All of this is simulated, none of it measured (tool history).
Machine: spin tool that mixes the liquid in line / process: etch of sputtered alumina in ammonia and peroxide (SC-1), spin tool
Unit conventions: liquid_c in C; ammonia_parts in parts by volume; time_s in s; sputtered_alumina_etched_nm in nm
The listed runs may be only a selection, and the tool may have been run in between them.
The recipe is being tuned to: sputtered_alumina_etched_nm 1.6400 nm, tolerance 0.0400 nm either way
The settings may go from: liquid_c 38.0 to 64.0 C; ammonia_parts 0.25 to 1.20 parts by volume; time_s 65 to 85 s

| run | hour | liquid_c | ammonia_parts | time_s | sputtered_alumina_etched_nm |
|---|---|---|---|---|---|
| 1 | 0.0 | 48.0 | 0.95 | 85 | 2.8469 |
| 2 | 6.2 | 46.0 | 0.95 | 85 | 2.5475 |
| 3 | 8.4 | 46.0 | 0.95 | 85 | 2.5885 |
| 4 | 10.7 | 44.5 | 0.95 | 85 | 2.3703 |
| 5 | 16.4 | 43.0 | 0.95 | 85 | 2.1346 |
| 6 | 21.1 | 47.0 | 0.95 | 85 | 2.6952 |
| 7 | 29.7 | 45.0 | 0.95 | 85 | 2.4604 |
| 8 | 33.8 | 43.5 | 0.95 | 85 | 2.2024 |
| 9 | 36.2 | 42.5 | 0.95 | 85 | 2.0980 |
| 10 | 41.7 | 41.5 | 0.95 | 85 | 1.9876 |
| 11 | 43.6 | 41.0 | 0.95 | 85 | 1.9196 |

4 next moves are on the table. One of them brings every result within its allowed miss. Which?
| A | 45.5 | 44.5 | 0.85 | 65 | ? |
| B | 45.5 | 44.5 | 0.35 | 65 | ? |
| C | 45.5 | 44.0 | 0.55 | 85 | ? |
| D | 45.5 | 43.5 | 1.20 | 85 | ? |

| move | sputtered_alumina_etched_nm |
|---|---|
| A | 1.7912 |
| B | 1.6461 |
| C | 2.1838 |
| D | 2.2858 |
A: an improvement on the last run, though not all results are within tolerance
B: each result inside its tolerance
C: misses by more than the last run did
D: misses by more than the last run did
B meets every target.

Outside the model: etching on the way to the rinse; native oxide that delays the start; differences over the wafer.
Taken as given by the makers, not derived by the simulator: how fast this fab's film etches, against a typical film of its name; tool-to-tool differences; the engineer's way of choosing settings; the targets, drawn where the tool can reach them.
